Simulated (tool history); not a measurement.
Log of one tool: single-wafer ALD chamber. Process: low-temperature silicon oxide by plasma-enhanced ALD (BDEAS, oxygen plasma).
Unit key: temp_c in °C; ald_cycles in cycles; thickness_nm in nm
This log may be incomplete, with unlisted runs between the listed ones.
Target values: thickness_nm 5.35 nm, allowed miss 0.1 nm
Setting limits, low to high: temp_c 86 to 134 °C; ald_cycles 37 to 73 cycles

Run 1, day 0: temp_c 110 °C, ald_cycles 55 cycles. Result: thickness_nm 7.3058 nm.
Run 2, day 0.1: temp_c 102 °C, ald_cycles 55 cycles. Result: thickness_nm 7.4303 nm.
Run 3, day 0.271: temp_c 104 °C, ald_cycles 52 cycles. Result: thickness_nm 6.964 nm.
Run 4, day 0.562: temp_c 104 °C, ald_cycles 47 cycles. Result: thickness_nm 6.3509 nm.
Run 5, day 0.767: temp_c 104 °C, ald_cycles 50 cycles. Result: thickness_nm 6.6953 nm.
Run 6, day 0.933: temp_c 99 °C, ald_cycles 50 cycles. Result: thickness_nm 6.8409 nm.
Run 7, day 1.254: temp_c 102 °C, ald_cycles 48 cycles. Result: thickness_nm 6.5319 nm.
Run 8, day 1.288: temp_c 102 °C, ald_cycles 48 cycles. Result: thickness_nm 6.4873 nm.
Run 9, day 1.629: temp_c 104 °C, ald_cycles 47 cycles. Result: thickness_nm 6.3471 nm.
Run 10, day 1.779: temp_c 106 °C, ald_cycles 46 cycles. Result: thickness_nm 6.2165 nm.
Run 11, day 2.142: temp_c 107 °C, ald_cycles 45 cycles. Result: thickness_nm 6.0688 nm.
Run 12, day 2.358: temp_c 109 °C, ald_cycles 44 cycles. Result: thickness_nm 5.8434 nm.
Run 13, day 2.658: temp_c 111 °C, ald_cycles 44 cycles. Result: thickness_nm 5.7837 nm.
Run 14, day 2.954: temp_c 122 °C, ald_cycles 40 cycles. Result: thickness_nm 5.1976 nm.
Run 15, day 3.296: temp_c 121 °C, ald_cycles 40 cycles. Result: thickness_nm 5.2005 nm.
Run 16, day 3.396: temp_c 120 °C, ald_cycles 40 cycles. Result: thickness_nm 5.2153 nm.
Run 17, day 3.458: temp_c 119 °C, ald_cycles 40 cycles. Result: thickness_nm 5.1977 nm.

Pick the move, out of 4, that brings all results within their allowed miss; only one does.
Run A, day 3.521: temp_c 121 °C, ald_cycles 41 cycles. Result: thickness_nm ?.
Run B, day 3.521: temp_c 122 °C, ald_cycles 38 cycles. Result: thickness_nm ?.
Run C, day 3.521: temp_c 120 °C, ald_cycles 43 cycles. Result: thickness_nm ?.
Run D, day 3.521: temp_c 107 °C, ald_cycles 38 cycles. Result: thickness_nm ?.

move  thickness_nm
   A        5.2671
   B        4.8714
   C        5.5356
   D        5.0249
A: meets every target
B: further off than the last run
C: carries the result that was furthest off beyond its target, to the other side
D: further off than the last run
The move that meets every target is A.
